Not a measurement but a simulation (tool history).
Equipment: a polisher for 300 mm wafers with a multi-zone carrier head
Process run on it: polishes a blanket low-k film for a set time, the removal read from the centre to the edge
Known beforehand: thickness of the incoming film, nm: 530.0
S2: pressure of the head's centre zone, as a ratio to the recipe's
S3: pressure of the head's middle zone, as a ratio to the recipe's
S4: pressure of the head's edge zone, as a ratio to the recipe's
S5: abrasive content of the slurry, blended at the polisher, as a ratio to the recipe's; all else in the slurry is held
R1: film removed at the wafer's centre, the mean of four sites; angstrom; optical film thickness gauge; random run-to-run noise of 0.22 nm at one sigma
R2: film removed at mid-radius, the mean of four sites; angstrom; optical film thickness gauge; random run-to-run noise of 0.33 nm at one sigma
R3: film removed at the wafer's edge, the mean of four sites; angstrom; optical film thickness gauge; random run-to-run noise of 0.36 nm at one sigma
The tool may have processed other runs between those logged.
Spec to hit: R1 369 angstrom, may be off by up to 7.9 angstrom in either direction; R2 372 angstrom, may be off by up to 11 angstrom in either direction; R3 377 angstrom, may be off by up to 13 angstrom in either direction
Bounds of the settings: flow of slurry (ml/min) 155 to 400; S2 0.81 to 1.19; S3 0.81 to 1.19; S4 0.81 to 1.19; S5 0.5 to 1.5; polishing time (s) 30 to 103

{"run": 1, "day": 0.0, "flow of slurry (ml/min)": 255, "S2": 1, "S3": 1, "S4": 1, "S5": 1, "polishing time (s)": 66, "R1": 241.48, "R2": 245.11, "R3": 248.89}
{"run": 2, "day": 0.075, "flow of slurry (ml/min)": 285, "S2": 1, "S3": 1, "S4": 1, "S5": 1, "polishing time (s)": 66, "R1": 247.46, "R2": 250.94, "R3": 244.96}
{"run": 3, "day": 0.242, "flow of slurry (ml/min)": 285, "S2": 1, "S3": 1, "S4": 1, "S5": 1, "polishing time (s)": 55, "R1": 206.03, "R2": 214.04, "R3": 208.39}
{"run": 4, "day": 0.408, "flow of slurry (ml/min)": 285, "S2": 0.97, "S3": 1, "S4": 1, "S5": 1, "polishing time (s)": 55, "R1": 198.6, "R2": 210.02, "R3": 209.67}
{"run": 5, "day": 0.612, "flow of slurry (ml/min)": 325, "S2": 0.97, "S3": 1, "S4": 1, "S5": 1, "polishing time (s)": 55, "R1": 201.65, "R2": 216.17, "R3": 206.02}
{"run": 6, "day": 0.671, "flow of slurry (ml/min)": 325, "S2": 0.93, "S3": 1, "S4": 1, "S5": 1, "polishing time (s)": 55, "R1": 192.11, "R2": 214.87, "R3": 208.87}
{"run": 7, "day": 0.942, "flow of slurry (ml/min)": 310, "S2": 0.94, "S3": 1.01, "S4": 1.01, "S5": 1.05, "polishing time (s)": 57, "R1": 207.77, "R2": 229.01, "R3": 224.11}
{"run": 8, "day": 1.108, "flow of slurry (ml/min)": 300, "S2": 0.95, "S3": 1.02, "S4": 1.03, "S5": 1.1, "polishing time (s)": 58, "R1": 217.51, "R2": 243.24, "R3": 236.22}
{"run": 9, "day": 1.404, "flow of slurry (ml/min)": 290, "S2": 0.97, "S3": 1.02, "S4": 1.04, "S5": 1.15, "polishing time (s)": 59, "R1": 231.63, "R2": 249.8, "R3": 245.8}
{"run": 10, "day": 1.621, "flow of slurry (ml/min)": 280, "S2": 0.98, "S3": 1.03, "S4": 1.05, "S5": 1.2, "polishing time (s)": 60, "R1": 245.62, "R2": 265.45, "R3": 261.23}
{"run": 11, "day": 1.704, "flow of slurry (ml/min)": 280, "S2": 0.98, "S3": 1.03, "S4": 1.05, "S5": 1.2, "polishing time (s)": 60, "R1": 245.3, "R2": 261.7, "R3": 256.83}
{"run": 12, "day": 1.975, "flow of slurry (ml/min)": 270, "S2": 0.99, "S3": 1.04, "S4": 1.06, "S5": 1.25, "polishing time (s)": 61, "R1": 254.2, "R2": 271.08, "R3": 265.07}
{"run": 13, "day": 2.321, "flow of slurry (ml/min)": 260, "S2": 1, "S3": 1.04, "S4": 1.07, "S5": 1.3, "polishing time (s)": 62, "R1": 262.54, "R2": 284.75, "R3": 279.74}
{"run": 14, "day": 2.375, "flow of slurry (ml/min)": 250, "S2": 1.01, "S3": 1.04, "S4": 1.08, "S5": 1.3, "polishing time (s)": 63, "R1": 265.46, "R2": 282.31, "R3": 282.23}
{"run": 15, "day": 2.725, "flow of slurry (ml/min)": 245, "S2": 1.02, "S3": 1.04, "S4": 1.09, "S5": 1.3, "polishing time (s)": 64, "R1": 275.45, "R2": 291.54, "R3": 288.66}
{"run": 16, "day": 2.779, "flow of slurry (ml/min)": 240, "S2": 1.03, "S3": 1.04, "S4": 1.1, "S5": 1.3, "polishing time (s)": 65, "R1": 284.57, "R2": 291.44, "R3": 294.4}
{"run": 17, "day": 2.925, "flow of slurry (ml/min)": 235, "S2": 1.03, "S3": 1.04, "S4": 1.11, "S5": 1.3, "polishing time (s)": 66, "R1": 283.48, "R2": 296.97, "R3": 295.03}
{"run": 18, "day": 2.962, "flow of slurry (ml/min)": 305, "S2": 1.08, "S3": 1.05, "S4": 1.19, "S5": 1.5, "polishing time (s)": 72, "R1": 354.66, "R2": 357.94, "R3": 367.29}
{"day": 3.042, "done": "worn pad replaced by a new one"}
{"run": 19, "day": 3.042, "flow of slurry (ml/min)": 320, "S2": 1.09, "S3": 1.07, "S4": 1.19, "S5": 1.5, "polishing time (s)": 74, "R1": 406.54, "R2": 408.16, "R3": 407.13}
{"run": 20, "day": 3.254, "flow of slurry (ml/min)": 310, "S2": 1.09, "S3": 1.07, "S4": 1.19, "S5": 1.5, "polishing time (s)": 74, "R1": 405.12, "R2": 404.18, "R3": 403.54}
{"run": 21, "day": 3.567, "flow of slurry (ml/min)": 300, "S2": 1.09, "S3": 1.07, "S4": 1.19, "S5": 1.5, "polishing time (s)": 74, "R1": 403.54, "R2": 402.82, "R3": 408.37}

4 next moves are on the table. One of them brings every result within its allowed miss. Which?
{"run": "A", "day": 3.879, "flow of slurry (ml/min)": 225, "S2": 1.09, "S3": 1.07, "S4": 1.19, "S5": 1.5, "polishing time (s)": 71, "R1": "?", "R2": "?", "R3": "?"}
{"run": "B", "day": 3.879, "flow of slurry (ml/min)": 350, "S2": 1.04, "S3": 1.16, "S4": 1.12, "S5": 1.4, "polishing time (s)": 68, "R1": "?", "R2": "?", "R3": "?"}
{"run": "C", "day": 3.879, "flow of slurry (ml/min)": 285, "S2": 1.02, "S3": 1.14, "S4": 1.08, "S5": 1.5, "polishing time (s)": 68, "R1": "?", "R2": "?", "R3": "?"}
{"run": "D", "day": 3.879, "flow of slurry (ml/min)": 300, "S2": 1.12, "S3": 1.12, "S4": 1.13, "S5": 1.3, "polishing time (s)": 70, "R1": "?", "R2": "?", "R3": "?"}

move=A R1=374.24 R2=378.95 R3=379.82
move=B R1=351.16 R2=397.22 R3=355.68
move=C R1=346.75 R2=395.01 R3=354.51
move=D R1=370.31 R2=377.72 R3=351.63
A: each result inside its tolerance
B: pushes the last run's worst result past its target
C: pushes the last run's worst result past its target
D: the worst result of the last run now meets its target, but another is out of spec
A meets every target.

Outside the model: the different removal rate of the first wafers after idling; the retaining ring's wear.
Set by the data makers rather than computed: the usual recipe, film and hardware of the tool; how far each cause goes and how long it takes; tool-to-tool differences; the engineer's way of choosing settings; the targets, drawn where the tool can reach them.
